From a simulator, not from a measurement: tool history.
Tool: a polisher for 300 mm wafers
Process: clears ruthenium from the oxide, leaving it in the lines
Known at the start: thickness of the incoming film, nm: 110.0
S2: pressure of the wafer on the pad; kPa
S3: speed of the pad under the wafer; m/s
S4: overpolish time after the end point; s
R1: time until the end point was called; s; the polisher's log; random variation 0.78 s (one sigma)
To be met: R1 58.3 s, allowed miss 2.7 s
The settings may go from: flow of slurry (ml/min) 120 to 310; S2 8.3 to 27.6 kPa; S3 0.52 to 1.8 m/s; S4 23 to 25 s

{"run": 1, "hour": 0.0, "flow of slurry (ml/min)": 200, "S2": 17.9, "S3": 1.16, "S4": 23, "R1": 80.133}
{"run": 2, "hour": 1.6, "flow of slurry (ml/min)": 200, "S2": 17.9, "S3": 1.16, "S4": 25, "R1": 80.739}
{"run": 3, "hour": 2.6, "flow of slurry (ml/min)": 200, "S2": 19.3, "S3": 1.16, "S4": 25, "R1": 76.297}
{"run": 4, "hour": 5.4, "flow of slurry (ml/min)": 200, "S2": 19.3, "S3": 0.96, "S4": 25, "R1": 90.371}
{"run": 5, "hour": 6.4, "flow of slurry (ml/min)": 200, "S2": 21.4, "S3": 0.98, "S4": 25, "R1": 80.81}
{"run": 6, "hour": 11.1, "flow of slurry (ml/min)": 200, "S2": 22.8, "S3": 1, "S4": 25, "R1": 73.733}
{"run": 7, "hour": 18.0, "flow of slurry (ml/min)": 200, "S2": 24.1, "S3": 1, "S4": 25, "R1": 69.477}
{"run": 8, "hour": 25.5, "flow of slurry (ml/min)": 200, "S2": 24.8, "S3": 1, "S4": 25, "R1": 67.904}
{"run": 9, "hour": 31.6, "flow of slurry (ml/min)": 200, "S2": 25.5, "S3": 1, "S4": 25, "R1": 68.054}
{"run": 10, "hour": 36.8, "flow of slurry (ml/min)": 200, "S2": 26.2, "S3": 1.02, "S4": 25, "R1": 62.445}

Which of these 4 next moves meets every target?
{"run": "A", "hour": 42.0, "flow of slurry (ml/min)": 160, "S2": 26.9, "S3": 0.94, "S4": 25, "R1": "?"}
{"run": "B", "hour": 42.0, "flow of slurry (ml/min)": 225, "S2": 25.5, "S3": 1.24, "S4": 25, "R1": "?"}
{"run": "C", "hour": 42.0, "flow of slurry (ml/min)": 260, "S2": 20.7, "S3": 1.2, "S4": 23, "R1": "?"}
{"run": "D", "hour": 42.0, "flow of slurry (ml/min)": 190, "S2": 27.6, "S3": 1.06, "S4": 25, "R1": "?"}

move=A R1=70.97
move=B R1=53.646
move=C R1=66.018
move=D R1=59.433
A: further off than the last run
B: takes the result that was furthest off past its target
C: further off than the last run
D: meets every target
Move D is the one to make.
